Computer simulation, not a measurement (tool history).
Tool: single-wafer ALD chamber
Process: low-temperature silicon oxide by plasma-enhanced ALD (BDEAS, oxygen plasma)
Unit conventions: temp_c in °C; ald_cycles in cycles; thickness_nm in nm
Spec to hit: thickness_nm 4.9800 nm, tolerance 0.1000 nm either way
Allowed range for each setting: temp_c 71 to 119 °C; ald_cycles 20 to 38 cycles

run,hour,temp_c,ald_cycles,thickness_nm
1,0.0,95,29,4.1792
2,3.7,95,30,4.2872
3,10.8,91,30,4.3314
4,15.0,96,30,4.3104
5,22.0,91,30,4.2806
6,30.8,91,32,4.5938
7,34.7,91,33,4.7480
8,41.9,91,33,4.7752

Of the 5 settings listed for the next run, only one would bring every result within its allowed miss of target. Which one?
A,49.1,86,34,?
B,49.1,91,32,?
C,49.1,92,33,?
D,49.1,90,33,?
E,49.1,84,32,?

move,thickness_nm
A,5.0256
B,4.6395
C,4.7658
D,4.8031
E,4.7662
A: every result within its allowed miss
B: the biggest miss grows against the last run
C: about as far from the targets as the last run
D: better than the last run, though not everything is in spec
E: about as far from the targets as the last run
So the answer is move A, the one that meets all the targets.
